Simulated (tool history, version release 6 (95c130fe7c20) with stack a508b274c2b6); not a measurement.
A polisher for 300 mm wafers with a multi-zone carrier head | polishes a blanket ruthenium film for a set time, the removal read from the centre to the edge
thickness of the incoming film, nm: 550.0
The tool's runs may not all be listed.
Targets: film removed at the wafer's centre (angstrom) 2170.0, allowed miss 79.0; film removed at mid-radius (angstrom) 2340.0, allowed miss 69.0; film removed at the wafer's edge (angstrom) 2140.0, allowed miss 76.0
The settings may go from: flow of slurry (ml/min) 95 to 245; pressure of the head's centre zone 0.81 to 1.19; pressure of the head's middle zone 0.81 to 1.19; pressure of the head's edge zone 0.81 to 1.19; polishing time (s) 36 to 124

run	day	flow of slurry (ml/min)	pressure of the head's centre zone	pressure of the head's middle zone	pressure of the head's edge zone	polishing time (s)	film removed at the wafer's centre (angstrom)	film removed at mid-radius (angstrom)	film removed at the wafer's edge (angstrom)
1	0.000	155	1.00	1.00	1.00	79	1369.3	1462.3	1451.4
2	0.346	155	1.00	1.00	1.00	92	1580.3	1699.9	1697.1
3	0.425	155	1.00	1.07	1.00	92	1568.5	1801.3	1686.3
4	0.458	190	1.00	1.07	1.00	92	1631.0	1852.2	1738.7
5	0.525	190	1.00	1.07	0.96	92	1617.2	1856.6	1687.3
6	0.708	200	1.03	1.10	0.99	95	1760.7	1964.0	1817.5
# day 0.979: centre zone pressure recalibrated
7	0.979	205	1.05	1.12	1.00	98	1936.2	2090.9	1835.9
8	1.125	210	1.05	1.13	1.03	100	1994.0	2134.5	1954.4

4 next moves are on the table. One of them brings every result within its allowed miss. Which?
A	1.271	215	1.09	0.97	1.09	103	?	?	?
B	1.271	215	0.87	0.93	1.19	113	?	?	?
C	1.271	190	1.08	1.16	1.09	108	?	?	?
D	1.271	245	1.00	1.04	0.83	99	?	?	?

move	film removed at the wafer's centre (angstrom)	film removed at mid-radius (angstrom)	film removed at the wafer's edge (angstrom)
A	2129.2	1943.6	2045.8
B	1860.7	2060.5	2349.3
C	2178.3	2338.4	2116.3
D	1908.1	2012.3	1746.4
A: further off than the last run
B: further off than the last run
C: meets every target
D: further off than the last run
The right move is C.

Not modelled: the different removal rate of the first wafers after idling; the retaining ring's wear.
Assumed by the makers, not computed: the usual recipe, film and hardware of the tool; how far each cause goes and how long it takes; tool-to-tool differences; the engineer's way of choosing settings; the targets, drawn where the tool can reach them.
